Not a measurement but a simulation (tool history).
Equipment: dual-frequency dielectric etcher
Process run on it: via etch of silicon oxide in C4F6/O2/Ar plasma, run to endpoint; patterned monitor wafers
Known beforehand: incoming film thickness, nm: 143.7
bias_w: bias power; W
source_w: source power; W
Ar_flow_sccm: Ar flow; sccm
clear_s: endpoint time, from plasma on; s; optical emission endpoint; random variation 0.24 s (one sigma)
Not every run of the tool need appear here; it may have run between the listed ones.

run,hour,bias_w,source_w,Ar_flow_sccm,clear_s
1,0,555,330,262,34.851
2,4.4,571,330,261,34.877
3,5.8,501,330,261,35.869
4,11.4,518,340,259,35.421
5,20,537,350,257,34.49
6,28.2,492,350,257,35.03

For run 7, what comes out?
7,32.2,506,360,255,?

{"run 7": {"clear_s": 34.362}}
